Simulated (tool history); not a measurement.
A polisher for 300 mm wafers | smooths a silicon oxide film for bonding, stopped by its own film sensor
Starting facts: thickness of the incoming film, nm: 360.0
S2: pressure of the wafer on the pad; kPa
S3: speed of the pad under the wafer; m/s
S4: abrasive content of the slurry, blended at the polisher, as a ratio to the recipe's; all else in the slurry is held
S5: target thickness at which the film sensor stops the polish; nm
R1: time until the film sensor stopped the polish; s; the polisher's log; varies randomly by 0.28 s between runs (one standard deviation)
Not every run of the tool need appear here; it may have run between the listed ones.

Run 1, hour 0: flow of slurry (ml/min) 200, S2 15.2 kPa, S3 1.14 m/s, S4 1, S5 330 nm. Result: R1 39.278 s.
Run 2, hour 7: flow of slurry (ml/min) 235, S2 15.2 kPa, S3 1.14 m/s, S4 1, S5 330 nm. Result: R1 38.522 s.
Run 3, hour 13.6: flow of slurry (ml/min) 235, S2 17.9 kPa, S3 1.14 m/s, S4 1, S5 330 nm. Result: R1 32.834 s.
Run 4, hour 21.4: flow of slurry (ml/min) 235, S2 18.6 kPa, S3 1.14 m/s, S4 1, S5 330 nm. Result: R1 31.314 s.
Run 5, hour 22.2: flow of slurry (ml/min) 235, S2 18.6 kPa, S3 1.14 m/s, S4 0.9, S5 330 nm. Result: R1 32.622 s.
Run 6, hour 23.2: flow of slurry (ml/min) 235, S2 19.3 kPa, S3 1.14 m/s, S4 0.9, S5 330 nm. Result: R1 31.188 s.

Expected results for the next run?
Run 7, hour 27.7: flow of slurry (ml/min) 235, S2 20 kPa, S3 1.14 m/s, S4 0.9, S5 330 nm. Result: R1 ?.

Run 7 yielded R1 29.979 s.
